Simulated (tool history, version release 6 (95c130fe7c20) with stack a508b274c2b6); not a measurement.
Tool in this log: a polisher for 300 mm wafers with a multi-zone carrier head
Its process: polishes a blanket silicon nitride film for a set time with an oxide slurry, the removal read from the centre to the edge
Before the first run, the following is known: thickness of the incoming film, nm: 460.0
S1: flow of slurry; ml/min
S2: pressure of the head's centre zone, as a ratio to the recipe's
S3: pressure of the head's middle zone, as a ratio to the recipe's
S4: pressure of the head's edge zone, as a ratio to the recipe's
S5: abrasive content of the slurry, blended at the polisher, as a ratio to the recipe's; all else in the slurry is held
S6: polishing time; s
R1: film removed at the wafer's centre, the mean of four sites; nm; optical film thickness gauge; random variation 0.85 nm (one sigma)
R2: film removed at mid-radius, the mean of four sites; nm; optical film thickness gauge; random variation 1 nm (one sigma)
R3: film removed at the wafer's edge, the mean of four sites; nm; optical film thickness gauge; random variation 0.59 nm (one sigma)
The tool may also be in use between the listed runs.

| run | hour | S1 | S2 | S3 | S4 | S5 | S6 | R1 | R2 | R3 |
|---|---|---|---|---|---|---|---|---|---|---|
| 1 | 0 | 210 | 1 | 1 | 1 | 1 | 68 | 55.821 | 55.868 | 56.234 |
| 2 | 7.8 | 215 | 0.99 | 1 | 1.03 | 1.05 | 70 | 57.661 | 59.425 | 59.229 |
| 3 | 16.1 | 215 | 1.04 | 1 | 1.03 | 1.05 | 70 | 59.065 | 58.954 | 59.853 |
| 4 | 24 | 215 | 1.04 | 0.99 | 1.05 | 1.1 | 72 | 62.52 | 60.013 | 63.418 |
| 5 | 30.2 | 245 | 1.04 | 0.99 | 1.05 | 1.1 | 72 | 63.433 | 62.495 | 63.447 |
| 6 | 33.6 | 210 | 1.04 | 0.99 | 1.05 | 1.1 | 72 | 61.972 | 61.128 | 62.612 |
| 7 | 40.4 | 210 | 1.02 | 0.97 | 1.07 | 1.15 | 74 | 63.913 | 61.945 | 66.94 |

Estimate the outcome of run 8 from the log above:
| 8 | 42.7 | 205 | 1.01 | 0.97 | 1.08 | 1.2 | 76 | ? | ? | ? |

R1: 67.149 nm
R2: 65.792 nm
R3: 69.365 nm
